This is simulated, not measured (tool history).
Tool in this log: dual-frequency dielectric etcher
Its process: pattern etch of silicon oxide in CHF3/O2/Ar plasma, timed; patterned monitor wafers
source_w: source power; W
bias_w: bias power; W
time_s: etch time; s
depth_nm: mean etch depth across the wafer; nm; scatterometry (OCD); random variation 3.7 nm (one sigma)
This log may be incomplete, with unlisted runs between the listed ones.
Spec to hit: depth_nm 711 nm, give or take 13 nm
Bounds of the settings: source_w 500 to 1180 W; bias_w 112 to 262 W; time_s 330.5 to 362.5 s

{"run": 1, "hour": 0.0, "source_w": 840, "bias_w": 187, "time_s": 362.5, "depth_nm": 808.09}
{"run": 2, "hour": 4.5, "source_w": 970, "bias_w": 187, "time_s": 362.5, "depth_nm": 850.04}
{"run": 3, "hour": 5.9, "source_w": 1110, "bias_w": 187, "time_s": 362.5, "depth_nm": 899.48}
{"run": 4, "hour": 8.7, "source_w": 1110, "bias_w": 158, "time_s": 362.5, "depth_nm": 841.34}
{"run": 5, "hour": 11.0, "source_w": 1010, "bias_w": 154, "time_s": 362, "depth_nm": 812.12}
{"run": 6, "hour": 18.2, "source_w": 930, "bias_w": 150, "time_s": 361.5, "depth_nm": 765.16}
{"run": 7, "hour": 23.5, "source_w": 890, "bias_w": 149, "time_s": 361.5, "depth_nm": 758.68}
{"run": 8, "hour": 27.0, "source_w": 850, "bias_w": 147, "time_s": 361.5, "depth_nm": 742.7}
{"run": 9, "hour": 29.3, "source_w": 820, "bias_w": 146, "time_s": 361.5, "depth_nm": 732.33}

Of the 5 settings listed for the next run, only one would bring every result within its allowed miss of target. Which one?
{"run": "A", "hour": 31.6, "source_w": 830, "bias_w": 140, "time_s": 346.5, "depth_nm": "?"}
{"run": "B", "hour": 31.6, "source_w": 780, "bias_w": 158, "time_s": 330.5, "depth_nm": "?"}
{"run": "C", "hour": 31.6, "source_w": 540, "bias_w": 219, "time_s": 334.5, "depth_nm": "?"}
{"run": "D", "hour": 31.6, "source_w": 870, "bias_w": 126, "time_s": 346, "depth_nm": "?"}
{"run": "E", "hour": 31.6, "source_w": 780, "bias_w": 142, "time_s": 362.5, "depth_nm": "?"}

move=A depth_nm=691.19
move=B depth_nm=671.94
move=C depth_nm=670.54
move=D depth_nm=677.71
move=E depth_nm=709.9
A: the result that was furthest off in the last run now lies on the other side of its target
B: the result that was furthest off in the last run now lies on the other side of its target
C: the result that was furthest off in the last run now lies on the other side of its target
D: the result that was furthest off in the last run now lies on the other side of its target
E: each result inside its tolerance
The move that meets every target is E.
